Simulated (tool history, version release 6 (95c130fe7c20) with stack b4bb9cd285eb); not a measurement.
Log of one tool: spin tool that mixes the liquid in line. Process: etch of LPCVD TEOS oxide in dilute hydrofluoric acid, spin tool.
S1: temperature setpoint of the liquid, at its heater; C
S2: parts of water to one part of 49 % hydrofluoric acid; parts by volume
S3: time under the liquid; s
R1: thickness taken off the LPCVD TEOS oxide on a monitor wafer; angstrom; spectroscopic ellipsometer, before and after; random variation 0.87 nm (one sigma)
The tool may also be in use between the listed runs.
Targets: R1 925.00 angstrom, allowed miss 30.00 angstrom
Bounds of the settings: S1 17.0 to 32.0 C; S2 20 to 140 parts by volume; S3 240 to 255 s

run,hour,S1,S2,S3,R1
1,0.0,24.0,75,240,604.20
2,2.2,20.5,75,240,524.75
3,6.4,23.5,70,240,650.14
4,11.4,23.5,70,255,692.32
5,20.1,23.5,70,240,642.47
6,22.4,23.5,40,240,1168.30
7,28.7,23.5,40,240,1178.50
8,29.4,22.0,40,240,1118.10
9,36.6,21.0,40,240,1063.20
10,42.4,20.0,40,240,1019.90
11,49.3,19.5,40,240,982.52

Which of these 5 next moves meets every target?
A,56.2,20.0,40,245,?
B,56.2,20.0,40,240,?
C,56.2,17.0,35,240,?
D,56.2,18.0,40,240,?
E,56.2,24.0,50,255,?

move,R1
A,1035.60
B,1014.50
C,1023.90
D,930.67
E,1007.00
A: further off than the last run
B: further off than the last run
C: further off than the last run
D: meets every target
E: further off than the last run
Answer: D
